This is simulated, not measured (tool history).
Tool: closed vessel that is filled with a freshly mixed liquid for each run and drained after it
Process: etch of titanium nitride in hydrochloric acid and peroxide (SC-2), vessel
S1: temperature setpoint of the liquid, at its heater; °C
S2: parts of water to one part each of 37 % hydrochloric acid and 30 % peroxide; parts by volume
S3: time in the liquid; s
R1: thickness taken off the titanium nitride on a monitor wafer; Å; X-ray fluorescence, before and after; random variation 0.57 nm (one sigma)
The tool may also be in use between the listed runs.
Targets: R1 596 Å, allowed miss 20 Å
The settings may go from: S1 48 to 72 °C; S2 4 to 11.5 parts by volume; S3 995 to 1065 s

run	hour	S1	S2	S3	R1
1	0	64	6.5	995	792.7
2	6.3	69.5	6.5	995	1105.4
3	13	69.5	6.5	995	1099.6
4	21.4	64.5	6.5	995	820.61
5	24.5	64.5	6.5	995	833.04
6	27.1	64.5	4.5	995	1078.1
7	33.8	61.5	4.5	995	880.91
8	40	59.5	4.5	995	787
9	49.5	58	4.5	995	711.3
10	53.2	57	4.5	995	673.24
11	61.1	57	4.5	995	671.86
12	65.3	54.5	4.5	995	570.38

Which of these 4 next moves meets every target?
A	69.5	53.5	4.5	1010	?
B	69.5	54	4.5	995	?
C	69.5	55.5	4.5	995	?
D	69.5	60	7.5	1015	?

move	R1
A	541.14
B	550.76
C	606.94
D	563.98
A: further off than the last run
B: further off than the last run
C: meets every target
D: further off than the last run
Answer: C

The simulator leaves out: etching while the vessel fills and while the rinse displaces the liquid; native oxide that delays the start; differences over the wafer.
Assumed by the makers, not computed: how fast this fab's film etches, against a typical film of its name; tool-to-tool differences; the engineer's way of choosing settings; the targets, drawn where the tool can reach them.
